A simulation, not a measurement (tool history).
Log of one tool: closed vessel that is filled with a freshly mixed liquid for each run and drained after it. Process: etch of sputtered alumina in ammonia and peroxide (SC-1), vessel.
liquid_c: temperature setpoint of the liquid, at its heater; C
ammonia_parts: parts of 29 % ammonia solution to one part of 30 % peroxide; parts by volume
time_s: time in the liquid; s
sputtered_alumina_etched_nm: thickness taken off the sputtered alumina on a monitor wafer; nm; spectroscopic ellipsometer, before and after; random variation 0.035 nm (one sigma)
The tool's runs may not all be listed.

Run 1, hour 0.0: liquid_c 47.0 C, ammonia_parts 0.55 parts by volume, time_s 55 s. Result: sputtered_alumina_etched_nm 2.3596 nm.
Run 2, hour 5.5: liquid_c 41.0 C, ammonia_parts 0.55 parts by volume, time_s 55 s. Result: sputtered_alumina_etched_nm 1.6879 nm.
Run 3, hour 14.8: liquid_c 41.0 C, ammonia_parts 0.55 parts by volume, time_s 40 s. Result: sputtered_alumina_etched_nm 1.2248 nm.
Run 4, hour 19.4: liquid_c 41.0 C, ammonia_parts 0.40 parts by volume, time_s 40 s. Result: sputtered_alumina_etched_nm 1.1754 nm.
Run 5, hour 27.5: liquid_c 41.0 C, ammonia_parts 0.40 parts by volume, time_s 55 s. Result: sputtered_alumina_etched_nm 1.6611 nm.
Run 6, hour 28.6: liquid_c 44.5 C, ammonia_parts 0.40 parts by volume, time_s 55 s. Result: sputtered_alumina_etched_nm 2.0111 nm.
Run 7, hour 36.7: liquid_c 47.0 C, ammonia_parts 0.40 parts by volume, time_s 55 s. Result: sputtered_alumina_etched_nm 2.3202 nm.
Run 8, hour 45.8: liquid_c 49.5 C, ammonia_parts 0.40 parts by volume, time_s 55 s. Result: sputtered_alumina_etched_nm 2.6404 nm.
Run 9, hour 49.1: liquid_c 51.5 C, ammonia_parts 0.40 parts by volume, time_s 55 s. Result: sputtered_alumina_etched_nm 2.9445 nm.
Run 10, hour 56.5: liquid_c 53.0 C, ammonia_parts 0.40 parts by volume, time_s 55 s. Result: sputtered_alumina_etched_nm 3.1860 nm.
Run 11, hour 61.1: liquid_c 54.5 C, ammonia_parts 0.40 parts by volume, time_s 55 s. Result: sputtered_alumina_etched_nm 3.4802 nm.
Run 12, hour 65.7: liquid_c 55.5 C, ammonia_parts 0.40 parts by volume, time_s 55 s. Result: sputtered_alumina_etched_nm 3.7092 nm.

Forecast run 13:
Run 13, hour 74.8: liquid_c 56.5 C, ammonia_parts 0.40 parts by volume, time_s 55 s. Result: sputtered_alumina_etched_nm ?.

{"run 13": {"sputtered_alumina_etched_nm": 3.8033}}

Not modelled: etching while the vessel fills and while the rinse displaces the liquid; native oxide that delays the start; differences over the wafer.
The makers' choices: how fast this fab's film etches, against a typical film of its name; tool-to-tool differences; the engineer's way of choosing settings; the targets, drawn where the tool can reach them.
